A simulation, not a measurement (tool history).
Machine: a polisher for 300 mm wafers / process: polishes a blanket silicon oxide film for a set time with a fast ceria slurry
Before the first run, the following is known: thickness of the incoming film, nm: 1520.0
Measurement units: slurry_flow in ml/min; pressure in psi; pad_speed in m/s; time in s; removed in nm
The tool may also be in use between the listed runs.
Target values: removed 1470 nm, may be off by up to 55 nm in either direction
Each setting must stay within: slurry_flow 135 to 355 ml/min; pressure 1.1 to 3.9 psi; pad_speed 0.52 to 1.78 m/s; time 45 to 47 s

run 1 day=0 | slurry_flow=225 pressure=2.5 pad_speed=1.14 time=45 | removed=804.03
run 2 day=0.171 | slurry_flow=225 pressure=2 pad_speed=1.14 time=45 | removed=661.33
run 3 day=0.429 | slurry_flow=225 pressure=2.5 pad_speed=1.16 time=45 | removed=820.62
run 4 day=0.529 | slurry_flow=225 pressure=2.5 pad_speed=0.98 time=45 | removed=729.77
run 5 day=0.742 | slurry_flow=225 pressure=2.9 pad_speed=1.02 time=45 | removed=844.04
run 6 day=0.871 | slurry_flow=225 pressure=3.2 pad_speed=1.08 time=45 | removed=964.89
run 7 day=1.192 | slurry_flow=225 pressure=3.4 pad_speed=1.14 time=45 | removed=1050.1
run 8 day=1.308 | slurry_flow=230 pressure=3.9 pad_speed=1.42 time=45 | removed=1415.5
run 9 day=1.367 | slurry_flow=230 pressure=3.9 pad_speed=1.44 time=45 | removed=1415.6

Exactly one of the 4 candidate moves below puts every result within its allowed miss. Which one?
run A day=1.425 | slurry_flow=230 pressure=3.8 pad_speed=1.54 time=46 | removed=?
run B day=1.425 | slurry_flow=260 pressure=3.9 pad_speed=1.16 time=45 | removed=?
run C day=1.425 | slurry_flow=270 pressure=3.9 pad_speed=1.66 time=45 | removed=?
run D day=1.425 | slurry_flow=215 pressure=3.8 pad_speed=1.34 time=46 | removed=?

move=A removed=1479
move=B removed=1220.3
move=C removed=1597.9
move=D removed=1321
A: hits every target within its allowed miss
B: misses by more than the last run did
C: the result that was furthest off in the last run now lies on the other side of its target
D: misses by more than the last run did
A meets every target.

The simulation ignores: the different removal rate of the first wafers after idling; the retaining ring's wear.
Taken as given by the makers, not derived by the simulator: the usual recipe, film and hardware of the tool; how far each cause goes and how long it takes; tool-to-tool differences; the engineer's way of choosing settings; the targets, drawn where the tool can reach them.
